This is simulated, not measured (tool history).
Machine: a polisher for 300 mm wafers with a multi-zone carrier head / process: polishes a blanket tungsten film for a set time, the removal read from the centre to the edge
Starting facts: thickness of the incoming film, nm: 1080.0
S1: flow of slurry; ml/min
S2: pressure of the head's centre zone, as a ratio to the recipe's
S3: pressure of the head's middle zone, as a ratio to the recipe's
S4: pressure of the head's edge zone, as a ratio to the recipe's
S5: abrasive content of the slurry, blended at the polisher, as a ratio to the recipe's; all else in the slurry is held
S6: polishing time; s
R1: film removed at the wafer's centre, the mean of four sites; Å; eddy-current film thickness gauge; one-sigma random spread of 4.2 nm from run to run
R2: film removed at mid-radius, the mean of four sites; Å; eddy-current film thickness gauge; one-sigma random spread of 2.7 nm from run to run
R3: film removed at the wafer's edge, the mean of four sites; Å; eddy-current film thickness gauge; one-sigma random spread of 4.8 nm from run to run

run,hour,S1,S2,S3,S4,S5,S6,R1,R2,R3
1,0,315,1,1,1,1,56,4238.2,4278.1,4317.9
2,8.6,320,1.01,1,0.97,0.9,56,4322.5,4301.6,4249.3
3,12.2,320,1.01,0.92,0.97,0.9,56,4282.1,3959.4,4309.9
4,18.5,320,0.96,0.92,0.97,0.9,56,4103.7,3943.1,4269.2
5,20.9,320,0.96,0.92,1.03,0.9,56,4096.4,3989,4280.1
6,25.7,365,0.96,0.92,1.03,0.9,56,4102.8,3938,4394
7,28.4,340,0.98,0.93,1.01,0.85,55,4139.2,3894.8,4221.7
8,33.9,320,0.99,0.95,1,0.8,54,3925.1,3818.3,4081.3
9,37.6,320,0.99,0.95,1,0.8,54,3968.3,3844.9,3953

For run 10, what comes out?
10,40.1,305,1,0.95,0.99,0.75,54,?,?,?

Run 10 yielded R1 3897 Å, R2 3788.9 Å, R3 3979.5 Å.
